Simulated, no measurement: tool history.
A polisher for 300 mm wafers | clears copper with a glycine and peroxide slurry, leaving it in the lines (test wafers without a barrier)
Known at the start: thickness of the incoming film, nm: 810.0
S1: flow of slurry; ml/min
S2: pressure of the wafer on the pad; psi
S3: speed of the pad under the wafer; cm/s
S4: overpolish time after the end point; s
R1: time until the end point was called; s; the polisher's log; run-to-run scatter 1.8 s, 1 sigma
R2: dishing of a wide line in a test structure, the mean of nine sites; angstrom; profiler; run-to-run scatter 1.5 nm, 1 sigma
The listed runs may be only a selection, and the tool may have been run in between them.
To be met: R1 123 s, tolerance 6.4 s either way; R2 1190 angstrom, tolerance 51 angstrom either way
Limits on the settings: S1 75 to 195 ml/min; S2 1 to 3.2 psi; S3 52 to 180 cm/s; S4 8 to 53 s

run 1 hour=0 | S1=125 S2=2.1 S3=116 S4=27 | R1=177.53 R2=719.29
run 2 hour=6.2 | S1=125 S2=2.1 S3=132 S4=27 | R1=157.18 R2=756.69
run 3 hour=12.6 | S1=150 S2=2.1 S3=132 S4=27 | R1=153.94 R2=787.68
run 4 hour=15.6 | S1=150 S2=1.6 S3=132 S4=27 | R1=183.82 R2=665.13
run 5 hour=22.7 | S1=160 S2=1.6 S3=132 S4=27 | R1=180.8 R2=682.05
run 6 hour=26.3 | S1=160 S2=1.7 S3=132 S4=28 | R1=171.29 R2=712.3
run 7 hour=29.5 | S1=160 S2=1.8 S3=132 S4=29 | R1=165.65 R2=755.75
run 8 hour=36 | S1=160 S2=1.9 S3=132 S4=30 | R1=161.28 R2=794.58
run 9 hour=42.5 | S1=160 S2=2 S3=132 S4=31 | R1=157.97 R2=845.35
run 10 hour=46 | S1=160 S2=2.1 S3=132 S4=31 | R1=152.62 R2=873.32
run 11 hour=50 | S1=160 S2=2.2 S3=132 S4=31 | R1=144.81 R2=884.2
run 12 hour=57.3 | S1=160 S2=2.2 S3=132 S4=32 | R1=146.89 R2=908.3
run 13 hour=62 | S1=160 S2=2.3 S3=132 S4=32 | R1=142.88 R2=933.15
run 14 hour=70.5 | S1=160 S2=2.6 S3=132 S4=35 | R1=132.03 R2=1052.6
run 15 hour=78.6 | S1=160 S2=2.7 S3=132 S4=37 | R1=125.67 R2=1116.3
run 16 hour=83.4 | S1=165 S2=2.7 S3=132 S4=39 | R1=125.98 R2=1137.6

4 next moves are on the table. One of them brings every result within its allowed miss. Which?
run A hour=88.2 | S1=155 S2=2.8 S3=134 S4=32 | R1=? R2=?
run B hour=88.2 | S1=190 S2=2.8 S3=120 S4=36 | R1=? R2=?
run C hour=88.2 | S1=140 S2=2.7 S3=140 S4=34 | R1=? R2=?
run D hour=88.2 | S1=190 S2=2.6 S3=140 S4=43 | R1=? R2=?

move=A R1=122.79 R2=1034.4
move=B R1=130.58 R2=1075.2
move=C R1=123.85 R2=1059.7
move=D R1=120.97 R2=1208.2
A: its largest miss is bigger than the last run's
B: its largest miss is bigger than the last run's
C: its largest miss is bigger than the last run's
D: in spec on every target
D is the move that brings every result within its allowed miss.

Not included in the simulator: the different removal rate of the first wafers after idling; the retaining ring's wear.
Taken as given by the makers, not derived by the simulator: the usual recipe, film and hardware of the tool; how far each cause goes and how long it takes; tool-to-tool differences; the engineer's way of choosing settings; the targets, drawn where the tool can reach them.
